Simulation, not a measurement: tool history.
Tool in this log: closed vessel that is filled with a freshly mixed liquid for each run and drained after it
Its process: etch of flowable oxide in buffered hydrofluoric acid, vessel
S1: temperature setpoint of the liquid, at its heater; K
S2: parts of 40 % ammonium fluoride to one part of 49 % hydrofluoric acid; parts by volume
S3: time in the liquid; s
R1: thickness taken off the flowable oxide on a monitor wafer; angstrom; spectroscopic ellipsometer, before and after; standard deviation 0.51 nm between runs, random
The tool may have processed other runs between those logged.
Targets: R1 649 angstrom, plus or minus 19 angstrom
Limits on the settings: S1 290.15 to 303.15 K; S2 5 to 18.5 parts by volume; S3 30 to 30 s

run    day      S1    S2  S3      R1
  1      0  295.15  11.5  30  846.55
  2  0.308  294.15  11.5  30  809.74
  3  0.483  294.15   9.5  30  962.76
  4  0.675  293.65    10  30  901.99
  5  0.717  293.15  10.5  30   843.8
  6  0.946  290.65  10.5  30  720.01
  7   1.15  290.65  10.5  30  723.71
  8  1.492  290.15    11  30  680.94

4 next moves are on the table. One of them brings every result within its allowed miss. Which?
  A  1.833  291.65  11.5  30   ?
  B  1.833  290.65    11  30   ?
  C  1.833  292.15    12  30   ?
  D  1.833  290.15  11.5  30   ?

move      R1
   A  703.34
   B  694.02
   C     694
   D  645.84
A: moves away from the targets compared with the last run
B: moves away from the targets compared with the last run
C: moves away from the targets compared with the last run
D: every result lands within tolerance
Go with D: it meets all targets.
